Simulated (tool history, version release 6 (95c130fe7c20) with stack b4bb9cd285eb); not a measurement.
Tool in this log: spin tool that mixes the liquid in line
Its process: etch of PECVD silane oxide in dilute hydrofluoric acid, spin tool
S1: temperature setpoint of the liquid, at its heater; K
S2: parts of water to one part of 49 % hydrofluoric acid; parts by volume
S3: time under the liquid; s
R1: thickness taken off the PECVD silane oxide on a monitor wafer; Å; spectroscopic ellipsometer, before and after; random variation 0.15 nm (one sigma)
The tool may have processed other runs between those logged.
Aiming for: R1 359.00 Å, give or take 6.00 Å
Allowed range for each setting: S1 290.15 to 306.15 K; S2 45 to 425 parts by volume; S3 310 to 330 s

| run | day | S1 | S2 | S3 | R1 |
|---|---|---|---|---|---|
| 1 | 0.000 | 298.15 | 235 | 310 | 314.36 |
| 2 | 0.292 | 294.65 | 235 | 310 | 275.40 |
| 3 | 0.571 | 294.65 | 150 | 310 | 471.57 |
| 4 | 0.667 | 294.15 | 150 | 310 | 465.53 |
| 5 | 1.029 | 294.15 | 150 | 330 | 495.07 |
| 6 | 1.367 | 294.15 | 190 | 330 | 375.97 |
| 7 | 1.608 | 294.15 | 190 | 330 | 375.86 |
| 8 | 1.812 | 293.65 | 190 | 330 | 366.70 |

Pick the move, out of 5, that brings all results within their allowed miss; only one does.
| A | 2.017 | 295.65 | 190 | 310 | ? |
| B | 2.017 | 293.65 | 175 | 310 | ? |
| C | 2.017 | 295.15 | 190 | 315 | ? |
| D | 2.017 | 294.65 | 195 | 330 | ? |
| E | 2.017 | 294.65 | 200 | 330 | ? |

| move | R1 |
|---|---|
| A | 376.02 |
| B | 383.99 |
| C | 374.91 |
| D | 373.54 |
| E | 362.35 |
A: misses by more than the last run did
B: misses by more than the last run did
C: misses by more than the last run did
D: misses by more than the last run did
E: every result lands within tolerance
Correct choice: E, which meets every target

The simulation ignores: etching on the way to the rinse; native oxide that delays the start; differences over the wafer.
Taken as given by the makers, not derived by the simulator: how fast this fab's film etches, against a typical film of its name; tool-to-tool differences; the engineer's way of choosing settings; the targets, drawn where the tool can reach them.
